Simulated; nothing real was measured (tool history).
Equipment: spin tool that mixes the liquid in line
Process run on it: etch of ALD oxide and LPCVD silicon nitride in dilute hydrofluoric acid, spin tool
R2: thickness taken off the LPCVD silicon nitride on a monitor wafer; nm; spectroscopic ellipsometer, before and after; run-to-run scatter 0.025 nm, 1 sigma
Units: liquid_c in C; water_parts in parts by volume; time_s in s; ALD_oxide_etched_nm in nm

{"run": 1, "hour": 0.0, "liquid_c": 20.0, "water_parts": 85, "time_s": 70, "ALD_oxide_etched_nm": 17.994, "R2": 0.34736}
{"run": 2, "hour": 8.6, "liquid_c": 20.5, "water_parts": 85, "time_s": 70, "ALD_oxide_etched_nm": 18.633, "R2": 0.31878}
{"run": 3, "hour": 15.4, "liquid_c": 22.0, "water_parts": 85, "time_s": 70, "ALD_oxide_etched_nm": 19.828, "R2": 0.3882}
{"run": 4, "hour": 22.6, "liquid_c": 25.5, "water_parts": 85, "time_s": 70, "ALD_oxide_etched_nm": 22.526, "R2": 0.49116}
{"run": 5, "hour": 24.6, "liquid_c": 25.5, "water_parts": 60, "time_s": 70, "ALD_oxide_etched_nm": 32.589, "R2": 0.63572}
{"run": 6, "hour": 25.3, "liquid_c": 24.5, "water_parts": 60, "time_s": 70, "ALD_oxide_etched_nm": 31.544, "R2": 0.61421}

Expected results for the next run?
{"run": 7, "hour": 27.2, "liquid_c": 23.5, "water_parts": 60, "time_s": 70, "ALD_oxide_etched_nm": "?", "R2": "?"}

Logged for run 7: ALD_oxide_etched_nm 30.672 nm, R2 0.55314 nm.

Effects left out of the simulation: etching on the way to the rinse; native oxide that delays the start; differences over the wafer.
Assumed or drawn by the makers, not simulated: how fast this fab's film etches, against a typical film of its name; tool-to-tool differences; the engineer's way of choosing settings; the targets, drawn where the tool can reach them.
